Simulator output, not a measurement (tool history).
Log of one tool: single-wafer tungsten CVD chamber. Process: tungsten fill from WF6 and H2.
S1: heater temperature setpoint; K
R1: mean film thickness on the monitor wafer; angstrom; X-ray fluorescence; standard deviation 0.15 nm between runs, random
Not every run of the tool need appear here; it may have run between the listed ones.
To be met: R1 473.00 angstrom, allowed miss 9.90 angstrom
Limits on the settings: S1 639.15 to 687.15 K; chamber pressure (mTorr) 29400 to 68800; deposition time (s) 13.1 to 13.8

run 1 hour=0.0 | S1=663.15 chamber_pressure_(mTorr)=49100 deposition_time_(s)=13.8 | R1=438.24
run 2 hour=2.6 | S1=656.15 chamber_pressure_(mTorr)=49100 deposition_time_(s)=13.8 | R1=386.51
run 3 hour=4.6 | S1=663.15 chamber_pressure_(mTorr)=49100 deposition_time_(s)=13.8 | R1=437.40
run 4 hour=9.5 | S1=664.15 chamber_pressure_(mTorr)=49200 deposition_time_(s)=13.8 | R1=444.04
run 5 hour=10.3 | S1=664.15 chamber_pressure_(mTorr)=49200 deposition_time_(s)=13.1 | R1=423.99
run 6 hour=18.0 | S1=664.15 chamber_pressure_(mTorr)=49200 deposition_time_(s)=13.1 | R1=422.39
run 7 hour=21.2 | S1=666.15 chamber_pressure_(mTorr)=49300 deposition_time_(s)=13.1 | R1=437.15
run 8 hour=25.8 | S1=667.15 chamber_pressure_(mTorr)=49400 deposition_time_(s)=13.1 | R1=444.24
-- hour=32.8 capacitance manometer re-zeroed and calibrated
run 9 hour=32.8 | S1=668.15 chamber_pressure_(mTorr)=49500 deposition_time_(s)=13.1 | R1=440.13

Below are 5 possible settings for the next run. Only one of them brings all results inside the allowed miss of their targets. Which is it?
run A hour=39.8 | S1=666.15 chamber_pressure_(mTorr)=54500 deposition_time_(s)=13.1 | R1=?
run B hour=39.8 | S1=670.15 chamber_pressure_(mTorr)=59100 deposition_time_(s)=13.2 | R1=?
run C hour=39.8 | S1=669.15 chamber_pressure_(mTorr)=48700 deposition_time_(s)=13.8 | R1=?
run D hour=39.8 | S1=671.15 chamber_pressure_(mTorr)=50800 deposition_time_(s)=13.8 | R1=?
run E hour=39.8 | S1=674.15 chamber_pressure_(mTorr)=47900 deposition_time_(s)=13.8 | R1=?

move=A R1=447.27
move=B R1=500.86
move=C R1=468.58
move=D R1=494.70
move=E R1=504.47
A: closer than the last run, but not yet in spec
B: moves the result that the last run missed by most past its target, out the other side
C: every result lands within tolerance
D: moves the result that the last run missed by most past its target, out the other side
E: moves the result that the last run missed by most past its target, out the other side
Answer: C
